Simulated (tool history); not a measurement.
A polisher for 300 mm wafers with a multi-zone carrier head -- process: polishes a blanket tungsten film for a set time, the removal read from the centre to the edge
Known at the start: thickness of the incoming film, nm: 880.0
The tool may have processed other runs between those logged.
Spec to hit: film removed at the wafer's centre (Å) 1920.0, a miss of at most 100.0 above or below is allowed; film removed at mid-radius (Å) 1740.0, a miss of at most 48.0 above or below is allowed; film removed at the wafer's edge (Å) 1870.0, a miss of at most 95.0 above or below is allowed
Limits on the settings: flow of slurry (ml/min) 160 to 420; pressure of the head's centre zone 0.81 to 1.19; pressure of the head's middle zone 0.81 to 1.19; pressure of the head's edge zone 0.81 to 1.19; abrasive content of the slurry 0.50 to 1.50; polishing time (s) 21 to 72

run,hour,flow of slurry (ml/min),pressure of the head's centre zone,pressure of the head's middle zone,pressure of the head's edge zone,abrasive content of the slurry,polishing time (s),film removed at the wafer's centre (Å),film removed at mid-radius (Å),film removed at the wafer's edge (Å)
1,0.0,270,1.00,1.00,1.00,1.00,46,2979.9,3011.6,2978.1
2,3.1,270,1.00,1.00,1.06,1.00,46,3108.6,3045.5,3145.9
3,7.8,270,1.00,1.00,1.06,1.15,46,3114.9,3142.3,3141.8
4,16.1,270,1.00,1.00,1.03,1.15,46,3082.6,3112.5,3141.5
5,20.2,265,1.00,0.97,0.99,1.00,42,2777.4,2709.4,2783.3
6,27.3,265,1.00,0.97,0.99,1.10,42,2828.0,2751.3,2814.7
7,34.0,250,0.98,0.87,0.89,0.85,29,1749.1,1636.1,1710.9
8,39.9,260,0.99,0.88,0.91,0.85,29,1752.3,1657.3,1697.2
9,40.6,250,1.00,0.88,0.93,0.90,29,1800.4,1659.7,1772.7
10,44.8,255,1.01,0.89,0.94,0.90,29,1832.8,1664.0,1706.1
11,49.9,250,0.99,0.85,0.95,1.15,30,2009.5,1827.2,1954.2
12,58.1,245,0.99,0.84,0.94,1.15,30,2016.3,1786.8,1986.5

Pick the move, out of 5, that brings all results within their allowed miss; only one does.
A,66.3,160,1.07,0.86,0.95,1.10,33,?,?,?
B,66.3,255,0.93,0.86,0.93,1.25,29,?,?,?
C,66.3,230,1.16,0.98,0.99,1.30,27,?,?,?
D,66.3,195,0.94,0.81,1.03,1.15,32,?,?,?
E,66.3,285,1.00,0.86,0.97,0.95,30,?,?,?

move,film removed at the wafer's centre (Å),film removed at mid-radius (Å),film removed at the wafer's edge (Å)
A,2207.8,1841.6,2014.3
B,1947.7,1817.2,1927.4
C,2188.5,1848.1,1843.0
D,2025.6,1805.8,2112.0
E,2015.6,1763.6,1900.2
A: misses by more than the last run did
B: brings the result that was furthest off to its target, and leaves another outside
C: brings the result that was furthest off to its target, and leaves another outside
D: misses by more than the last run did
E: hits every target within its allowed miss
Go with E: it meets all targets.

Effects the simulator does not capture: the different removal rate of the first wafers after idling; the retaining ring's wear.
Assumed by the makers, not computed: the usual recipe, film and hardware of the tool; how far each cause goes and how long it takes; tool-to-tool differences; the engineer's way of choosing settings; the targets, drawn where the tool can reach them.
